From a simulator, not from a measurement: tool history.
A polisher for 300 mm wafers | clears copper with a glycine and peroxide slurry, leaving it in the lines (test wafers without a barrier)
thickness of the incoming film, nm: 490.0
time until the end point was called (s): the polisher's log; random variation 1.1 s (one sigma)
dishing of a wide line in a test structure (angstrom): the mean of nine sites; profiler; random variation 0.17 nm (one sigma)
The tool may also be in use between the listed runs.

| run | hour | flow of slurry (ml/min) | pressure of the wafer on the pad (psi) | speed of the pad under the wafer (cm/s) | overpolish time after the end point (s) | time until the end point was called (s) | dishing of a wide line in a test structure (angstrom) |
|---|---|---|---|---|---|---|---|
| 1 | 0 | 220 | 3.4 | 116 | 9 | 75.626 | 392.37 |
| 2 | 8.3 | 220 | 3.4 | 96 | 9 | 87.989 | 349.76 |
| 3 | 10.7 | 195 | 2.9 | 108 | 7 | 88.005 | 278.52 |
| 4 | 18.3 | 195 | 3.6 | 108 | 7 | 79.026 | 312.61 |
| 5 | 23.9 | 195 | 3.6 | 90 | 7 | 92.356 | 265.21 |
| 6 | 29 | 195 | 3.6 | 116 | 7 | 73.692 | 332.16 |
| 7 | 29.9 | 180 | 3.1 | 118 | 6 | 77.416 | 263.32 |

The next listed run, before its measurement:
| 8 | 37.4 | 165 | 2.7 | 120 | 5 | ? | ? |

Run 8 gave time until the end point was called (s) 82.887, dishing of a wide line in a test structure (angstrom) 213.78.
